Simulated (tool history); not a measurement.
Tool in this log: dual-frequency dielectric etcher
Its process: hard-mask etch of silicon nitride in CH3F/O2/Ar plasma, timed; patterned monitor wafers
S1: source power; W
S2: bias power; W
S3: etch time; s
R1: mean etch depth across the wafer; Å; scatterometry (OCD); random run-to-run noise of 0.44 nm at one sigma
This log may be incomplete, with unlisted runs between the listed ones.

run,hour,S1,S2,S3,R1
1,0,310,89,152.5,1040.1
2,7.1,330,90,152.5,1054.1
3,13.5,330,90,152.5,1058.2
4,21.4,350,91,152.5,1076.5
5,27,360,92,152.5,1088.9
6,32.6,370,93,152.5,1106.7

Estimate the outcome of run 7 from the log above:
7,37,380,94,152.5,?

R1: 1117.8 Å
